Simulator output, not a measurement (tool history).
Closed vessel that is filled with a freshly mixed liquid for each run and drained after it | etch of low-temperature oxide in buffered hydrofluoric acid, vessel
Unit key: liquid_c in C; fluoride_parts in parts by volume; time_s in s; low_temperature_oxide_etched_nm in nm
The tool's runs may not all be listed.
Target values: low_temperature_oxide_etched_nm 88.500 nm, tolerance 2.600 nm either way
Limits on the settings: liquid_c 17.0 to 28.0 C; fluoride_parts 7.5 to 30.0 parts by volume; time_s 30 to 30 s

run,hour,liquid_c,fluoride_parts,time_s,low_temperature_oxide_etched_nm
1,0.0,20.0,22.0,30,76.601
2,7.5,18.5,22.0,30,70.683
3,10.6,20.0,22.0,30,75.863
4,13.4,21.0,22.0,30,81.282
5,20.5,18.0,22.0,30,67.478
6,28.3,19.0,22.0,30,72.383
7,34.5,19.0,22.0,30,71.769
8,36.9,20.0,22.0,30,77.224
9,41.1,20.0,22.0,30,77.134
10,44.7,20.5,22.0,30,78.483

Exercise: of the 4 proposed moves below, exactly one satisfies all targets within the stated allowed misses. Which move is it?
A,48.3,21.5,19.0,30,?
B,48.3,22.0,22.5,30,?
C,48.3,20.0,24.5,30,?
D,48.3,18.5,17.0,30,?

move,low_temperature_oxide_etched_nm
A,93.248
B,84.034
C,70.858
D,87.942
A: takes the result that was furthest off past its target
B: an improvement on the last run, though not all results are within tolerance
C: misses by more than the last run did
D: meets every target
Go with D: it meets all targets.
